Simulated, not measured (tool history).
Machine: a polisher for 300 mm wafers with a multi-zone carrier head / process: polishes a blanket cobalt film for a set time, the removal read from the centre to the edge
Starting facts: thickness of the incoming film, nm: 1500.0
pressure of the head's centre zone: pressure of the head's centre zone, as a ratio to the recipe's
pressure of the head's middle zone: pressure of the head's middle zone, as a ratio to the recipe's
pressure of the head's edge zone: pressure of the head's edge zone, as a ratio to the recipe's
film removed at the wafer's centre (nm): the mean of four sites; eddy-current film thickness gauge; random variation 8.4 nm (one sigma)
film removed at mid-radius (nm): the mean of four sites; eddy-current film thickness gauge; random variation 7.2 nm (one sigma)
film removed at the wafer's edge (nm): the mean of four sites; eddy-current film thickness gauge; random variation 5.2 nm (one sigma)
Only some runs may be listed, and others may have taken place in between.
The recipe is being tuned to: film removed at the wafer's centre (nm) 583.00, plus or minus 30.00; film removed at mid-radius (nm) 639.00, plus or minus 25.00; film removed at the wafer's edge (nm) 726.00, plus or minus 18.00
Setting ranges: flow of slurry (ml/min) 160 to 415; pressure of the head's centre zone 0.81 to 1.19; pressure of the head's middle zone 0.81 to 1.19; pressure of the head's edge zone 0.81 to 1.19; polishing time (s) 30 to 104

run  hour  flow of slurry (ml/min)  pressure of the head's centre zone  pressure of the head's middle zone  pressure of the head's edge zone  polishing time (s)  film removed at the wafer's centre (nm)  film removed at mid-radius (nm)  film removed at the wafer's edge (nm)
  1   0.0                      265                                1.00                                1.00                              1.00                  67                                   508.03                           508.95                                 502.05
  2   5.6                      270                                0.96                                0.98                              1.06                  73                                   512.41                           532.30                                 565.92
  3   8.9                      270                                1.04                                0.98                              1.06                  73                                   551.97                           542.78                                 561.20
  4  12.3                      330                                1.04                                0.98                              1.06                  73                                   573.33                           559.61                                 573.23
  5  14.3                      330                                1.04                                1.06                              1.06                  73                                   589.29                           583.54                                 571.04
  6  19.6                      330                                1.04                                1.06                              0.99                  73                                   585.89                           573.52                                 546.06
  7  26.2                      330                                1.00                                1.03                              1.05                  77                                   599.59                           588.90                                 604.49
  8  29.1                      320                                0.95                                1.05                              1.10                  79                                   574.24                           623.71                                 636.37

5 candidate next runs follow, results not yet known. Just one meets every target within its allowed miss. Identify it.
  A  32.0                      270                                0.81                                1.02                              1.19                  84                                        ?                                ?                                      ?
  B  32.0                      305                                0.91                                1.17                              1.13                  84                                        ?                                ?                                      ?
  C  32.0                      320                                0.88                                0.95                              1.19                  87                                        ?                                ?                                      ?
  D  32.0                      325                                0.93                                0.98                              1.13                  83                                        ?                                ?                                      ?
  E  32.0                      180                                1.01                                0.82                              1.04                  94                                        ?                                ?                                      ?

move  film removed at the wafer's centre (nm)  film removed at mid-radius (nm)  film removed at the wafer's edge (nm)
   A                                   501.90                           627.60                                 691.61
   B                                   573.30                           696.26                                 679.15
   C                                   576.39                           632.31                                 726.82
   D                                   582.45                           616.06                                 675.60
   E                                   654.77                           576.37                                 691.90
A: moves toward the targets from the last run without getting all of them in spec
B: moves toward the targets from the last run without getting all of them in spec
C: in spec on every target
D: moves toward the targets from the last run without getting all of them in spec
E: moves toward the targets from the last run without getting all of them in spec
Answer: C

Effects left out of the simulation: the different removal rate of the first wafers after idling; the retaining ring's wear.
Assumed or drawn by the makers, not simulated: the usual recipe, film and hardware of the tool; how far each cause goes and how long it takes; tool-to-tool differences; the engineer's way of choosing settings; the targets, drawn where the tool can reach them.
